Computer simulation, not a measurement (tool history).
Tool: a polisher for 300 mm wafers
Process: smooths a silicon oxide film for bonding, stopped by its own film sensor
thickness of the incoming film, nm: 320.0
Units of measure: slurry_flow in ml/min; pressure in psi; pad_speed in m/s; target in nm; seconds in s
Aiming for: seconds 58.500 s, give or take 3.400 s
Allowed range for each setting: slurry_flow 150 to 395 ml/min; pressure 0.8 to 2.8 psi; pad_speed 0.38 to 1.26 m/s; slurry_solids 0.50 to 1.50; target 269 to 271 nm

run 1 hour=0.0 | slurry_flow=250 pressure=1.8 pad_speed=0.82 slurry_solids=1.00 target=271 | seconds=108.520
run 2 hour=7.1 | slurry_flow=250 pressure=1.9 pad_speed=0.84 slurry_solids=1.00 target=271 | seconds=97.356
run 3 hour=12.8 | slurry_flow=250 pressure=1.9 pad_speed=0.84 slurry_solids=1.00 target=269 | seconds=101.210
run 4 hour=18.3 | slurry_flow=250 pressure=2.0 pad_speed=0.84 slurry_solids=1.00 target=269 | seconds=98.654
-- hour=21.4 slurry blender recalibrated
run 5 hour=21.4 | slurry_flow=250 pressure=2.1 pad_speed=0.84 slurry_solids=1.00 target=269 | seconds=81.970
run 6 hour=30.2 | slurry_flow=250 pressure=2.1 pad_speed=0.84 slurry_solids=0.90 target=269 | seconds=88.304
run 7 hour=34.4 | slurry_flow=250 pressure=2.2 pad_speed=0.84 slurry_solids=0.90 target=269 | seconds=82.651
run 8 hour=36.5 | slurry_flow=250 pressure=2.3 pad_speed=0.84 slurry_solids=0.90 target=269 | seconds=79.048
run 9 hour=43.9 | slurry_flow=250 pressure=2.4 pad_speed=0.84 slurry_solids=0.90 target=269 | seconds=77.311
run 10 hour=51.6 | slurry_flow=250 pressure=2.5 pad_speed=0.84 slurry_solids=0.90 target=269 | seconds=72.503
run 11 hour=59.1 | slurry_flow=250 pressure=2.7 pad_speed=0.88 slurry_solids=0.90 target=269 | seconds=67.559

Of the 5 settings listed for the next run, only one would bring every result within its allowed miss of target. Which one?
run A hour=66.6 | slurry_flow=265 pressure=2.5 pad_speed=0.80 slurry_solids=1.10 target=270 | seconds=?
run B hour=66.6 | slurry_flow=235 pressure=2.6 pad_speed=0.96 slurry_solids=0.90 target=269 | seconds=?
run C hour=66.6 | slurry_flow=240 pressure=2.7 pad_speed=1.04 slurry_solids=0.95 target=269 | seconds=?
run D hour=66.6 | slurry_flow=305 pressure=2.7 pad_speed=0.98 slurry_solids=0.75 target=269 | seconds=?
run E hour=66.6 | slurry_flow=255 pressure=2.7 pad_speed=0.90 slurry_solids=0.85 target=269 | seconds=?

move=A seconds=66.350
move=B seconds=63.387
move=C seconds=56.434
move=D seconds=63.255
move=E seconds=64.693
A: nearer than the last run, and not there yet
B: nearer than the last run, and not there yet
C: all results land within tolerance of their targets
D: nearer than the last run, and not there yet
E: nearer than the last run, and not there yet
Move C is the one to make.

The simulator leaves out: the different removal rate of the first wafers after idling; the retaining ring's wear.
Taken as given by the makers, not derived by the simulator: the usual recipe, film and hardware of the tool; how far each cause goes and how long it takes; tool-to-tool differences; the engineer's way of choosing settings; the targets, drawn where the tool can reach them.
